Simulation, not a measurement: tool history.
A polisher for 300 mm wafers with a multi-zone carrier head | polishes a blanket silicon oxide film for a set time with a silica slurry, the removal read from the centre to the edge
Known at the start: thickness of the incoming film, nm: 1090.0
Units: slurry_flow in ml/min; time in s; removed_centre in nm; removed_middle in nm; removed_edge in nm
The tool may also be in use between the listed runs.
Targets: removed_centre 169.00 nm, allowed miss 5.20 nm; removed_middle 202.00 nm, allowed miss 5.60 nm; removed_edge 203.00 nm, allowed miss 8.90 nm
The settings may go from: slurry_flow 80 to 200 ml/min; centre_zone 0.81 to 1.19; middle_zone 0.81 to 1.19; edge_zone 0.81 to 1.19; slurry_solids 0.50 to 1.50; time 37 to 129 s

Run 1, day 0.000: slurry_flow 130 ml/min, centre_zone 1.00, middle_zone 1.00, edge_zone 1.00, slurry_solids 1.00, time 83 s. Result: removed_centre 257.54 nm, removed_middle 257.37 nm, removed_edge 251.72 nm.
Run 2, day 0.058: slurry_flow 120 ml/min, centre_zone 0.96, middle_zone 0.99, edge_zone 0.99, slurry_solids 0.95, time 83 s. Result: removed_centre 238.13 nm, removed_middle 244.29 nm, removed_edge 241.76 nm.
Run 3, day 0.121: slurry_flow 120 ml/min, centre_zone 0.93, middle_zone 0.99, edge_zone 0.99, slurry_solids 0.95, time 83 s. Result: removed_centre 230.20 nm, removed_middle 245.04 nm, removed_edge 236.91 nm.
Run 4, day 0.354: slurry_flow 115 ml/min, centre_zone 0.91, middle_zone 0.99, edge_zone 1.01, slurry_solids 0.90, time 83 s. Result: removed_centre 215.02 nm, removed_middle 233.25 nm, removed_edge 233.90 nm.
Run 5, day 0.550: slurry_flow 110 ml/min, centre_zone 0.89, middle_zone 0.99, edge_zone 1.00, slurry_solids 0.85, time 83 s. Result: removed_centre 204.69 nm, removed_middle 225.17 nm, removed_edge 226.54 nm.
Run 6, day 0.775: slurry_flow 110 ml/min, centre_zone 0.84, middle_zone 0.99, edge_zone 1.00, slurry_solids 0.85, time 83 s. Result: removed_centre 191.04 nm, removed_middle 228.09 nm, removed_edge 226.48 nm.
Run 7, day 1.104: slurry_flow 105 ml/min, centre_zone 0.83, middle_zone 0.98, edge_zone 0.99, slurry_solids 0.85, time 83 s. Result: removed_centre 187.60 nm, removed_middle 219.78 nm, removed_edge 216.91 nm.
Run 8, day 1.317: slurry_flow 100 ml/min, centre_zone 0.83, middle_zone 0.98, edge_zone 0.99, slurry_solids 0.85, time 83 s. Result: removed_centre 182.29 nm, removed_middle 219.45 nm, removed_edge 220.71 nm.
Run 9, day 1.462: slurry_flow 95 ml/min, centre_zone 0.83, middle_zone 0.97, edge_zone 0.97, slurry_solids 0.85, time 83 s. Result: removed_centre 182.86 nm, removed_middle 214.09 nm, removed_edge 214.02 nm.
Run 10, day 1.617: slurry_flow 95 ml/min, centre_zone 0.83, middle_zone 0.97, edge_zone 0.97, slurry_solids 0.85, time 83 s. Result: removed_centre 182.40 nm, removed_middle 215.47 nm, removed_edge 215.18 nm.

4 next moves are on the table. One of them brings every result within its allowed miss. Which?
Run A, day 1.771: slurry_flow 105 ml/min, centre_zone 0.89, middle_zone 0.94, edge_zone 0.86, slurry_solids 0.75, time 84 s. Result: removed_centre ?, removed_middle ?, removed_edge ?.
Run B, day 1.771: slurry_flow 80 ml/min, centre_zone 0.92, middle_zone 0.85, edge_zone 1.15, slurry_solids 0.95, time 81 s. Result: removed_centre ?, removed_middle ?, removed_edge ?.
Run C, day 1.771: slurry_flow 85 ml/min, centre_zone 0.84, middle_zone 1.00, edge_zone 1.00, slurry_solids 0.80, time 94 s. Result: removed_centre ?, removed_middle ?, removed_edge ?.
Run D, day 1.771: slurry_flow 85 ml/min, centre_zone 0.81, middle_zone 0.94, edge_zone 0.90, slurry_solids 0.85, time 82 s. Result: removed_centre ?, removed_middle ?, removed_edge ?.

move  removed_centre  removed_middle  removed_edge
   A          186.24          200.72        191.92
   B          201.69          195.66        238.41
   C          195.45          236.29        233.50
   D          171.02          203.87        201.83
A: further off than the last run
B: further off than the last run
C: further off than the last run
D: meets every target
Answer: D
